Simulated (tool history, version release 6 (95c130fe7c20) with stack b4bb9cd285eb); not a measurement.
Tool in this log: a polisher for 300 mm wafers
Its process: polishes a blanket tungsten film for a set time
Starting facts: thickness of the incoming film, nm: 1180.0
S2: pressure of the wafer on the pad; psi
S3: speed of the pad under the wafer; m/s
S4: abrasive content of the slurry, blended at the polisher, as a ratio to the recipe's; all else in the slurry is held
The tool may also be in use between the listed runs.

{"run": 1, "hour": 0.0, "flow of slurry (ml/min)": 185, "S2": 4.6, "S3": 0.9, "S4": 1.0, "polishing time (s)": 29, "film removed (Å)": 1522.0}
{"run": 2, "hour": 0.7, "flow of slurry (ml/min)": 175, "S2": 4.3, "S3": 0.9, "S4": 1.0, "polishing time (s)": 29, "film removed (Å)": 1430.3}
{"run": 3, "hour": 1.7, "flow of slurry (ml/min)": 175, "S2": 4.3, "S3": 0.9, "S4": 1.15, "polishing time (s)": 29, "film removed (Å)": 1498.2}
{"run": 4, "hour": 4.4, "flow of slurry (ml/min)": 170, "S2": 4.0, "S3": 0.9, "S4": 1.15, "polishing time (s)": 29, "film removed (Å)": 1400.4}
{"run": 5, "hour": 8.7, "flow of slurry (ml/min)": 170, "S2": 4.6, "S3": 0.9, "S4": 1.15, "polishing time (s)": 29, "film removed (Å)": 1563.7}
{"run": 6, "hour": 10.2, "flow of slurry (ml/min)": 170, "S2": 4.6, "S3": 0.78, "S4": 1.15, "polishing time (s)": 29, "film removed (Å)": 1380.4}
{"run": 7, "hour": 15.8, "flow of slurry (ml/min)": 165, "S2": 4.4, "S3": 0.78, "S4": 1.15, "polishing time (s)": 29, "film removed (Å)": 1319.3}

What will run 8 give?
{"run": 8, "hour": 20.1, "flow of slurry (ml/min)": 160, "S2": 4.3, "S3": 0.78, "S4": 1.15, "polishing time (s)": 29, "film removed (Å)": "?"}

film removed (Å): 1286.7

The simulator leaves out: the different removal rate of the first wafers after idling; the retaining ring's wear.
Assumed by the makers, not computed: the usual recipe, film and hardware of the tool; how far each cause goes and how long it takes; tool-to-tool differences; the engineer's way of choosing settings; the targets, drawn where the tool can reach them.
